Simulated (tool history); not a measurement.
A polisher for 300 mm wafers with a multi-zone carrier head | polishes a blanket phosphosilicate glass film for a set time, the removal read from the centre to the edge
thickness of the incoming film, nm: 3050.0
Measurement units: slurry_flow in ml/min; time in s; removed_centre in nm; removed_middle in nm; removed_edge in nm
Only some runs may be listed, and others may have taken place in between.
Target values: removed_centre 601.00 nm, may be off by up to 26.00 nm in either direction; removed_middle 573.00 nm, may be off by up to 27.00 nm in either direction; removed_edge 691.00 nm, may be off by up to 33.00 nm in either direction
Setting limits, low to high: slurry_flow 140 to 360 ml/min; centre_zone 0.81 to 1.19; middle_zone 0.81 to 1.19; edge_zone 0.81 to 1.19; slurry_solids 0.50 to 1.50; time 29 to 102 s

run	hour	slurry_flow	centre_zone	middle_zone	edge_zone	slurry_solids	time	removed_centre	removed_middle	removed_edge
1	0.0	230	1.00	1.00	1.00	1.00	65	723.33	745.48	752.94
2	5.4	230	1.00	1.00	1.00	1.00	54	618.88	608.82	622.84
3	12.9	230	1.00	1.00	0.94	1.00	54	593.86	603.75	602.75
4	16.7	230	0.99	0.99	0.96	1.00	54	607.17	613.46	603.84
5	17.5	230	0.99	0.99	0.99	1.00	54	615.33	604.88	609.55
6	21.0	230	0.99	0.99	0.99	1.00	65	734.78	750.65	738.69
7	26.2	220	1.00	1.00	1.01	0.95	64	689.04	703.65	715.59
8	27.9	210	1.00	0.99	1.03	0.95	64	689.70	699.25	707.63
9	35.7	215	0.98	0.97	1.05	0.95	64	682.14	704.80	742.67
10	36.3	210	0.98	0.95	1.05	0.95	64	684.81	672.25	737.70
11	42.2	205	0.97	0.94	1.05	0.95	64	682.01	672.83	717.61
12	43.3	205	0.96	0.93	1.06	0.95	64	671.35	662.97	738.03
13	51.5	200	0.95	0.92	1.06	0.95	64	664.77	663.43	721.71
14	60.0	200	0.94	0.91	1.07	0.95	64	645.75	637.92	732.98
15	67.5	200	0.94	0.90	1.07	0.95	64	653.40	658.01	740.22

Pick the move, out of 5, that brings all results within their allowed miss; only one does.
A	75.0	165	1.11	1.12	0.90	1.10	59	?	?	?
B	75.0	190	1.06	0.81	1.04	0.90	57	?	?	?
C	75.0	190	0.89	1.18	0.86	0.85	68	?	?	?
D	75.0	190	1.01	0.92	1.03	1.00	68	?	?	?
E	75.0	225	0.96	0.89	1.18	1.00	56	?	?	?

move	removed_centre	removed_middle	removed_edge
A	754.05	742.42	641.22
B	649.03	510.19	618.40
C	633.49	813.71	653.41
D	774.36	709.40	769.24
E	620.31	580.55	689.77
A: the biggest miss grows against the last run
B: pushes the last run's worst result past its target
C: the biggest miss grows against the last run
D: the biggest miss grows against the last run
E: each result inside its tolerance
Answer: E
